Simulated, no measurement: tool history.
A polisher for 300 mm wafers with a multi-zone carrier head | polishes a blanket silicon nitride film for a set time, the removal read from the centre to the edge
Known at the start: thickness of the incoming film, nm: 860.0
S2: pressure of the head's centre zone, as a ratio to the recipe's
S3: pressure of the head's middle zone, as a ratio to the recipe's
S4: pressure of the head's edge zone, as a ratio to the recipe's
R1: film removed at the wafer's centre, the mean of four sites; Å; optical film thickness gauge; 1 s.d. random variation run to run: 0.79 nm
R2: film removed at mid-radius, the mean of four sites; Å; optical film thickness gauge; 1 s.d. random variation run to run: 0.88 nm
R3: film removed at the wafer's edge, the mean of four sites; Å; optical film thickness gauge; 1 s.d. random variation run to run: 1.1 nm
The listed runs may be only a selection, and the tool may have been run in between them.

{"run": 1, "day": 0.0, "flow of slurry (ml/min)": 245, "S2": 1, "S3": 1, "S4": 1, "polishing time (s)": 83, "R1": 688.05, "R2": 702.11, "R3": 706.92}
{"run": 2, "day": 0.154, "flow of slurry (ml/min)": 215, "S2": 1, "S3": 1, "S4": 1, "polishing time (s)": 83, "R1": 679.72, "R2": 687.03, "R3": 688.2}
{"run": 3, "day": 0.412, "flow of slurry (ml/min)": 215, "S2": 1, "S3": 1.05, "S4": 1, "polishing time (s)": 83, "R1": 674.15, "R2": 707.16, "R3": 685.23}
{"run": 4, "day": 0.596, "flow of slurry (ml/min)": 215, "S2": 1, "S3": 1.11, "S4": 1, "polishing time (s)": 83, "R1": 676.57, "R2": 748.04, "R3": 666.87}
{"run": 5, "day": 0.662, "flow of slurry (ml/min)": 215, "S2": 0.94, "S3": 1.11, "S4": 1, "polishing time (s)": 83, "R1": 637.98, "R2": 737.39, "R3": 681.01}
{"run": 6, "day": 0.712, "flow of slurry (ml/min)": 215, "S2": 0.94, "S3": 1.11, "S4": 1, "polishing time (s)": 68, "R1": 527.86, "R2": 617.73, "R3": 549.84}
{"run": 7, "day": 0.904, "flow of slurry (ml/min)": 230, "S2": 0.98, "S3": 1.1, "S4": 1.03, "polishing time (s)": 75, "R1": 595.24, "R2": 687.97, "R3": 645.62}
{"run": 8, "day": 0.954, "flow of slurry (ml/min)": 235, "S2": 1.02, "S3": 1.09, "S4": 1.03, "polishing time (s)": 81, "R1": 675.87, "R2": 740.63, "R3": 681.83}
{"run": 9, "day": 1.233, "flow of slurry (ml/min)": 255, "S2": 1.11, "S3": 0.99, "S4": 1.13, "polishing time (s)": 104, "R1": 955.96, "R2": 861.66, "R3": 914.57}
{"run": 10, "day": 1.538, "flow of slurry (ml/min)": 265, "S2": 1.12, "S3": 1, "S4": 1.14, "polishing time (s)": 105, "R1": 973.91, "R2": 881.46, "R3": 926.96}
{"run": 11, "day": 1.683, "flow of slurry (ml/min)": 270, "S2": 1.12, "S3": 1.01, "S4": 1.15, "polishing time (s)": 106, "R1": 995.27, "R2": 884.97, "R3": 950.35}
{"run": 12, "day": 1.892, "flow of slurry (ml/min)": 270, "S2": 1.12, "S3": 1.01, "S4": 1.15, "polishing time (s)": 106, "R1": 998.93, "R2": 916.61, "R3": 949.03}

Predict the results of run 13:
{"run": 13, "day": 2.183, "flow of slurry (ml/min)": 280, "S2": 1.12, "S3": 1.01, "S4": 1.16, "polishing time (s)": 106, "R1": "?", "R2": "?", "R3": "?"}

{"run 13": {"R1": 986.49, "R2": 910.66, "R3": 952.25}}
